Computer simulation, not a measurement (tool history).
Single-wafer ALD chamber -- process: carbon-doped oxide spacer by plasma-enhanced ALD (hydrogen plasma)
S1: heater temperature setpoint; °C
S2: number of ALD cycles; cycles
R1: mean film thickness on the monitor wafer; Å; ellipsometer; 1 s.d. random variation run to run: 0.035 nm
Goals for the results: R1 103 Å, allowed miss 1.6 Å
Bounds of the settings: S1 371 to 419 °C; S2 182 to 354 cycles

| run | hour | S1 | S2 | R1 |
|---|---|---|---|---|
| 1 | 0 | 395 | 268 | 122.82 |
| 2 | 4.6 | 395 | 252 | 115.32 |
| 3 | 9.9 | 404 | 252 | 113.7 |
| 4 | 12.9 | 405 | 244 | 110.17 |
| 5 | 17.3 | 396 | 244 | 112.46 |
| 6 | 21.1 | 406 | 244 | 108.92 |
| 7 | 23.8 | 408 | 241 | 106.95 |
| 8 | 33.1 | 410 | 239 | 106.05 |

4 candidate next runs follow, results not yet known. Just one meets every target within its allowed miss. Identify it.
| A | 42.4 | 414 | 229 | ? |
| B | 42.4 | 409 | 226 | ? |
| C | 42.4 | 408 | 225 | ? |
| D | 42.4 | 414 | 236 | ? |

| move | R1 |
|---|---|
| A | 100.19 |
| B | 100.55 |
| C | 100.44 |
| D | 103.25 |
A: carries the result that was furthest off beyond its target, to the other side
B: carries the result that was furthest off beyond its target, to the other side
C: carries the result that was furthest off beyond its target, to the other side
D: every result lands within tolerance
D meets every target.
